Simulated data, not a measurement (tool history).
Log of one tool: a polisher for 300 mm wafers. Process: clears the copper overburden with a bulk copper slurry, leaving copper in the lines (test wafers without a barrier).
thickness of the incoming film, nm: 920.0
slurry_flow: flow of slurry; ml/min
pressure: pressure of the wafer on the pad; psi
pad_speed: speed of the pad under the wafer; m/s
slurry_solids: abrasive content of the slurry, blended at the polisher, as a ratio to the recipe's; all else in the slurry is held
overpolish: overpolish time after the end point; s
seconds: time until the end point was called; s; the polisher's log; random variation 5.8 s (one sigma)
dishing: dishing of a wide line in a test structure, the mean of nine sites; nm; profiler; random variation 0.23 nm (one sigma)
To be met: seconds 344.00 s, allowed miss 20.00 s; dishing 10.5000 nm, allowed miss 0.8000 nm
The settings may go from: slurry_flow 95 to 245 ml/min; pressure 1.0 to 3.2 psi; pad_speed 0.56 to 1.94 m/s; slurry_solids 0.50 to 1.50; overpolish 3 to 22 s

run  hour  slurry_flow  pressure  pad_speed  slurry_solids  overpolish  seconds  dishing
  1   0.0          155       2.1       1.24           1.00          11   138.78  49.9320
  2   3.2          155       1.9       1.24           1.00          11   154.34  44.2790
  3   7.7          155       1.9       1.24           1.20          11   149.59  44.8540
  4  13.1          155       1.6       1.08           1.30           9   204.44  28.8920
  5  16.0          155       1.6       1.08           1.50           9   191.74  31.1970
  6  22.6          155       1.6       1.28           1.50           9   165.72  33.4360
  7  29.1          135       1.4       1.16           1.50           7   207.75  21.9750
  8  34.4          130       1.3       1.06           1.50           6   242.03  17.1120
  9  37.8          125       1.0       0.78           1.45           4   430.20   6.7796
 10  43.1          130       1.1       0.78           1.45           4   387.84   7.8402
 11  45.7          140       1.1       0.78           1.45           4   382.36   7.7309
 12  50.9          135       1.4       0.78           1.45           7   311.05  15.3050
 13  54.6          135       1.3       0.80           1.40           7   319.13  15.1260
 14  59.7          140       1.3       0.82           1.35           7   313.75  15.4210
 15  61.5          140       1.3       0.84           1.35           6   306.92  13.8110
 16  68.4          140       1.2       0.84           1.35           6   333.15  12.9390

Which of these 5 next moves meets every target?
  A  75.3          120       1.2       0.84           1.20           5        ?        ?
  B  75.3          145       1.0       0.82           1.25           7        ?        ?
  C  75.3          125       1.1       0.80           1.10           6        ?        ?
  D  75.3          145       1.2       0.68           1.35           7        ?        ?
  E  75.3          140       1.3       0.66           1.25           7        ?        ?

move  seconds  dishing
   A   351.76  10.1200
   B   402.82  12.1600
   C   400.01  10.6240
   D   404.24  12.1870
   E   394.93  12.4850
A: meets every target
B: as far off as the last run
C: brings the result that was furthest off to its target, and leaves another outside
D: as far off as the last run
E: nearer than the last run, and not there yet
The right move is A.
